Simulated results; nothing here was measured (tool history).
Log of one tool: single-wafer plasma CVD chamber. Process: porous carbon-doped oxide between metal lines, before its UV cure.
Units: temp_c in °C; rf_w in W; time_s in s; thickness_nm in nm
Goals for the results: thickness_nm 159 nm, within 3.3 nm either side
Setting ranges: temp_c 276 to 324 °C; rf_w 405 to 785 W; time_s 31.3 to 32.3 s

{"run": 1, "hour": 0.0, "temp_c": 300, "rf_w": 595, "time_s": 31.3, "thickness_nm": 172.81}
{"run": 2, "hour": 7.7, "temp_c": 300, "rf_w": 645, "time_s": 31.3, "thickness_nm": 185.46}
{"run": 3, "hour": 9.6, "temp_c": 300, "rf_w": 645, "time_s": 32.3, "thickness_nm": 190.35}
{"run": 4, "hour": 17.9, "temp_c": 303, "rf_w": 635, "time_s": 32.3, "thickness_nm": 187.88}
{"run": 5, "hour": 25.5, "temp_c": 305, "rf_w": 620, "time_s": 32.3, "thickness_nm": 180.8}
{"run": 6, "hour": 29.5, "temp_c": 307, "rf_w": 615, "time_s": 32.3, "thickness_nm": 178.43}
{"run": 7, "hour": 34.8, "temp_c": 309, "rf_w": 610, "time_s": 32.3, "thickness_nm": 174}
{"run": 8, "hour": 37.6, "temp_c": 311, "rf_w": 605, "time_s": 32.3, "thickness_nm": 171.8}
{"run": 9, "hour": 45.6, "temp_c": 313, "rf_w": 600, "time_s": 32.3, "thickness_nm": 170.07}
{"hour": 53.7, "done": "RF generator calibrated"}
{"run": 10, "hour": 53.7, "temp_c": 314, "rf_w": 595, "time_s": 32.3, "thickness_nm": 173.82}
{"run": 11, "hour": 61.8, "temp_c": 314, "rf_w": 595, "time_s": 32.3, "thickness_nm": 173.11}
{"run": 12, "hour": 65.3, "temp_c": 314, "rf_w": 585, "time_s": 32.3, "thickness_nm": 170.66}
{"run": 13, "hour": 69.2, "temp_c": 315, "rf_w": 575, "time_s": 32.3, "thickness_nm": 167.46}
{"run": 14, "hour": 70.1, "temp_c": 316, "rf_w": 570, "time_s": 32.3, "thickness_nm": 165.99}
{"run": 15, "hour": 73.5, "temp_c": 317, "rf_w": 565, "time_s": 32.3, "thickness_nm": 166.31}
{"run": 16, "hour": 82.4, "temp_c": 318, "rf_w": 560, "time_s": 32.3, "thickness_nm": 163.19}
{"run": 17, "hour": 84.5, "temp_c": 318, "rf_w": 560, "time_s": 32.3, "thickness_nm": 163.09}
{"run": 18, "hour": 89.6, "temp_c": 319, "rf_w": 560, "time_s": 32.3, "thickness_nm": 163.56}

Next run, 4 choices. One meets every target within its allowed miss, the rest don't. Which?
{"run": "A", "hour": 94.7, "temp_c": 323, "rf_w": 635, "time_s": 31.3, "thickness_nm": "?"}
{"run": "B", "hour": 94.7, "temp_c": 318, "rf_w": 550, "time_s": 31.8, "thickness_nm": "?"}
{"run": "C", "hour": 94.7, "temp_c": 314, "rf_w": 590, "time_s": 32.3, "thickness_nm": "?"}
{"run": "D", "hour": 94.7, "temp_c": 318, "rf_w": 615, "time_s": 32.3, "thickness_nm": "?"}

move=A thickness_nm=169.44
move=B thickness_nm=159.93
move=C thickness_nm=173.51
move=D thickness_nm=175.04
A: further off than the last run
B: meets every target
C: further off than the last run
D: further off than the last run
Go with B: it meets all targets.
